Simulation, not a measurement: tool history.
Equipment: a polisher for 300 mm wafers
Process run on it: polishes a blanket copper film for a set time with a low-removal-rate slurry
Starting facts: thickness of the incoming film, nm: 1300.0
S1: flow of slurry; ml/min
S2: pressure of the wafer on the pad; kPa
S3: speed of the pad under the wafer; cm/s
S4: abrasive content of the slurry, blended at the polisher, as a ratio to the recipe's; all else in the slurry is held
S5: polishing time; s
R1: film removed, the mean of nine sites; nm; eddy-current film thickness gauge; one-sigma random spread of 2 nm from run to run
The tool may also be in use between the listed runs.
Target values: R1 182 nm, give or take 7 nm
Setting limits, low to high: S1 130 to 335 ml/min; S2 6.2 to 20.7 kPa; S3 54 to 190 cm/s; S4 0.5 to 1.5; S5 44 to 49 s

run	day	S1	S2	S3	S4	S5	R1
1	0	215	13.1	122	1	49	89.38
2	0.308	215	15.2	126	1	49	106.91
3	0.625	215	16.5	130	1	49	120.03
4	0.842	215	17.9	134	1	49	134.64
5	0.954	215	17.9	134	0.9	49	130.29
6	1.288	240	17.9	134	0.9	49	132.96
7	1.55	240	18.6	138	0.9	49	142.78
8	1.596	245	20.7	152	0.9	49	170.11

Which one of the following 4 next-run settings gets every result inside its allowed miss? There is exactly one.
A	1.642	200	19.3	182	0.75	49	?
B	1.642	245	20	160	0.65	49	?
C	1.642	260	20	150	0.9	49	?
D	1.642	245	20.7	156	0.85	47	?

move	R1
A	179.26
B	162.43
C	164.15
D	166.04
A: hits every target within its allowed miss
B: lands further from the targets than the last run did
C: lands further from the targets than the last run did
D: lands further from the targets than the last run did
The move that meets every target is A.
